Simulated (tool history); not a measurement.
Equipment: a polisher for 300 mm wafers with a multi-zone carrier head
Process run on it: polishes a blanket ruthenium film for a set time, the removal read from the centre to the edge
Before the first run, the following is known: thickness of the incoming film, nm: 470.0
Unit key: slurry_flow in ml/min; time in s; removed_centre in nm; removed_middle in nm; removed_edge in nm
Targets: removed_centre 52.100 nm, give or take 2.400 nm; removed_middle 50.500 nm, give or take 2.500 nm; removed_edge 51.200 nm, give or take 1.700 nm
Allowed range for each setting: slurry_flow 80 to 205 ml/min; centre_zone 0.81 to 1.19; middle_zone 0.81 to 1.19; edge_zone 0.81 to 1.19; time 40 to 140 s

{"run": 1, "hour": 0.0, "slurry_flow": 135, "centre_zone": 1.0, "middle_zone": 1.0, "edge_zone": 1.0, "time": 90, "removed_centre": 77.561, "removed_middle": 77.084, "removed_edge": 77.235}
{"run": 2, "hour": 2.0, "slurry_flow": 130, "centre_zone": 0.99, "middle_zone": 0.98, "edge_zone": 0.97, "time": 81, "removed_centre": 69.161, "removed_middle": 65.947, "removed_edge": 68.385}
{"run": 3, "hour": 4.5, "slurry_flow": 125, "centre_zone": 0.98, "middle_zone": 0.99, "edge_zone": 0.94, "time": 75, "removed_centre": 62.013, "removed_middle": 61.083, "removed_edge": 60.91}
{"run": 4, "hour": 11.8, "slurry_flow": 125, "centre_zone": 0.98, "middle_zone": 0.99, "edge_zone": 0.94, "time": 58, "removed_centre": 48.151, "removed_middle": 48.209, "removed_edge": 47.07}
{"run": 5, "hour": 15.7, "slurry_flow": 125, "centre_zone": 0.98, "middle_zone": 1.03, "edge_zone": 0.94, "time": 58, "removed_centre": 48.515, "removed_middle": 48.061, "removed_edge": 47.926}
{"run": 6, "hour": 24.1, "slurry_flow": 130, "centre_zone": 0.99, "middle_zone": 1.03, "edge_zone": 0.96, "time": 58, "removed_centre": 48.152, "removed_middle": 50.348, "removed_edge": 49.308}
{"run": 7, "hour": 30.7, "slurry_flow": 130, "centre_zone": 1.01, "middle_zone": 1.01, "edge_zone": 0.97, "time": 58, "removed_centre": 49.166, "removed_middle": 48.283, "removed_edge": 49.143}
{"hour": 32.2, "done": "worn pad replaced by a new one"}
{"run": 8, "hour": 32.2, "slurry_flow": 135, "centre_zone": 1.02, "middle_zone": 1.01, "edge_zone": 0.97, "time": 58, "removed_centre": 57.484, "removed_middle": 55.329, "removed_edge": 54.615}
{"run": 9, "hour": 33.0, "slurry_flow": 130, "centre_zone": 1.02, "middle_zone": 1.01, "edge_zone": 0.97, "time": 58, "removed_centre": 56.859, "removed_middle": 55.465, "removed_edge": 55.411}
{"run": 10, "hour": 34.8, "slurry_flow": 130, "centre_zone": 1.02, "middle_zone": 1.01, "edge_zone": 0.97, "time": 58, "removed_centre": 55.22, "removed_middle": 54.72, "removed_edge": 55.103}
{"run": 11, "hour": 40.7, "slurry_flow": 130, "centre_zone": 1.02, "middle_zone": 1.01, "edge_zone": 0.97, "time": 58, "removed_centre": 55.77, "removed_middle": 53.94, "removed_edge": 55.768}

Exactly one of the 4 candidate moves below puts every result within its allowed miss. Which one?
{"run": "A", "hour": 46.6, "slurry_flow": 150, "centre_zone": 0.96, "middle_zone": 0.94, "edge_zone": 0.91, "time": 54, "removed_centre": "?", "removed_middle": "?", "removed_edge": "?"}
{"run": "B", "hour": 46.6, "slurry_flow": 150, "centre_zone": 1.09, "middle_zone": 0.91, "edge_zone": 0.81, "time": 53, "removed_centre": "?", "removed_middle": "?", "removed_edge": "?"}
{"run": "C", "hour": 46.6, "slurry_flow": 145, "centre_zone": 1.04, "middle_zone": 0.94, "edge_zone": 0.9, "time": 55, "removed_centre": "?", "removed_middle": "?", "removed_edge": "?"}
{"run": "D", "hour": 46.6, "slurry_flow": 90, "centre_zone": 0.97, "middle_zone": 0.98, "edge_zone": 1.13, "time": 62, "removed_centre": "?", "removed_middle": "?", "removed_edge": "?"}

move=A removed_centre=51.677 removed_middle=50.600 removed_edge=49.763
move=B removed_centre=57.631 removed_middle=48.312 removed_edge=46.375
move=C removed_centre=56.606 removed_middle=51.156 removed_edge=50.174
move=D removed_centre=51.103 removed_middle=52.279 removed_edge=57.608
A: all results land within tolerance of their targets
B: takes the result that was furthest off past its target
C: the furthest-off result lands on target, but another misses its tolerance
D: misses by more than the last run did
Move A is the one to make.
